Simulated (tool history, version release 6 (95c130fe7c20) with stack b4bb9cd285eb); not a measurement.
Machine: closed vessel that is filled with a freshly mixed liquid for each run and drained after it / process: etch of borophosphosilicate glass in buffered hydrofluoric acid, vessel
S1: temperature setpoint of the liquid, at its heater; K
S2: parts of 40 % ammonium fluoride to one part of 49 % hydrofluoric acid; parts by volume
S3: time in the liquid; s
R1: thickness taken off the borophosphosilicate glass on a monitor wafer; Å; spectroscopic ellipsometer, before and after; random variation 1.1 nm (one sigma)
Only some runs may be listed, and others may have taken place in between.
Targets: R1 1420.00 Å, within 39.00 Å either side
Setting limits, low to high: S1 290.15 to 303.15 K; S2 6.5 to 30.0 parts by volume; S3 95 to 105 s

run,hour,S1,S2,S3,R1
1,0.0,295.15,19.5,95,590.34
2,7.6,297.15,19.5,95,652.65
3,14.3,298.65,16.5,95,845.23
4,20.3,298.65,13.5,95,1001.80
5,24.0,300.15,13.0,95,1130.10
6,31.1,301.15,12.5,95,1263.40
7,39.1,301.65,12.5,95,1271.10
8,44.9,302.15,12.5,95,1318.80

Which single option among these 4 for the next run brings every result within its allowed miss of target? Just one does.
A,50.7,302.15,11.5,95,?
B,50.7,302.15,14.0,105,?
C,50.7,302.65,13.5,100,?
D,50.7,301.15,12.5,95,?

move,R1
A,1432.10
B,1304.80
C,1322.00
D,1252.10
A: meets every target
B: moves away from the targets compared with the last run
C: neither nearer nor further off than the last run
D: moves away from the targets compared with the last run
The move that meets every target is A.
